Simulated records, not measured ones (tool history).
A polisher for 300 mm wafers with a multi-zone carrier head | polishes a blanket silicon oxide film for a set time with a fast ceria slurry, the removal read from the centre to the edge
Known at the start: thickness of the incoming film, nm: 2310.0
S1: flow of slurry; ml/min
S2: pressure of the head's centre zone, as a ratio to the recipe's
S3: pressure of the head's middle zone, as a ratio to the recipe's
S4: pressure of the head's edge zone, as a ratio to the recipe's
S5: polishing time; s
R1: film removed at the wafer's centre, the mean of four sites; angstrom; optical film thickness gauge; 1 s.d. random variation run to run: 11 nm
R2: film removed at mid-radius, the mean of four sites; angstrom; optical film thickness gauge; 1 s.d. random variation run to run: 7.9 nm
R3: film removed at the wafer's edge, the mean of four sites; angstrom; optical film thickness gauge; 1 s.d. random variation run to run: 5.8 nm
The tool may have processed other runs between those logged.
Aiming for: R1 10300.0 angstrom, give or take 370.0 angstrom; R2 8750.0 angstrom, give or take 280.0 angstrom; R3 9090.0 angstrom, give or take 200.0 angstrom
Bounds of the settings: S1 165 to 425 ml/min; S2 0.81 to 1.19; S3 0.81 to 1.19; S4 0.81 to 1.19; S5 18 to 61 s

| run | hour | S1 | S2 | S3 | S4 | S5 | R1 | R2 | R3 |
|---|---|---|---|---|---|---|---|---|---|
| 1 | 0.0 | 275 | 1.00 | 1.00 | 1.00 | 39 | 6342.5 | 6505.0 | 6397.7 |
| 2 | 8.2 | 220 | 1.00 | 1.00 | 1.00 | 39 | 6256.7 | 6256.6 | 6180.6 |
| 3 | 11.3 | 230 | 1.02 | 1.00 | 1.01 | 40 | 6588.7 | 6468.3 | 6430.5 |
| 4 | 13.9 | 230 | 1.02 | 1.06 | 1.01 | 40 | 6538.7 | 6822.7 | 6402.9 |
| 5 | 19.7 | 240 | 1.04 | 1.06 | 1.02 | 41 | 6857.7 | 7026.5 | 6699.7 |
| 6 | 21.3 | 240 | 1.04 | 1.06 | 1.05 | 41 | 6842.3 | 7007.6 | 6803.1 |
| 7 | 24.8 | 245 | 1.06 | 1.06 | 1.05 | 42 | 7147.4 | 7265.2 | 6889.4 |
|  | 30.8 | worn pad replaced by a new one |
| 8 | 30.8 | 250 | 1.07 | 1.05 | 1.06 | 43 | 8363.9 | 8298.4 | 8086.7 |
| 9 | 32.9 | 260 | 1.08 | 1.03 | 1.05 | 43 | 8411.5 | 8058.5 | 8038.3 |
| 10 | 41.6 | 270 | 1.09 | 1.02 | 1.04 | 43 | 8725.1 | 8122.9 | 7993.1 |

Next run, 5 choices. One meets every target within its allowed miss, the rest don't. Which?
| A | 50.3 | 225 | 1.16 | 0.98 | 1.06 | 49 | ? | ? | ? |
| B | 50.3 | 265 | 1.04 | 1.01 | 1.09 | 50 | ? | ? | ? |
| C | 50.3 | 295 | 1.00 | 1.06 | 1.01 | 49 | ? | ? | ? |
| D | 50.3 | 255 | 1.11 | 0.93 | 1.08 | 51 | ? | ? | ? |
| E | 50.3 | 230 | 0.99 | 0.99 | 1.04 | 52 | ? | ? | ? |

| move | R1 | R2 | R3 |
|---|---|---|---|
| A | 10249.0 | 8764.7 | 9105.7 |
| B | 9602.4 | 9381.9 | 9573.9 |
| C | 9172.2 | 9699.6 | 9113.1 |
| D | 10398.0 | 8883.2 | 9695.8 |
| E | 9306.1 | 9419.9 | 9594.1 |
A: all results in spec
B: takes the biggest miss from the last run beyond its target
C: brings the result that was furthest off to its target, and leaves another outside
D: takes the biggest miss from the last run beyond its target
E: takes the biggest miss from the last run beyond its target
A meets every target.
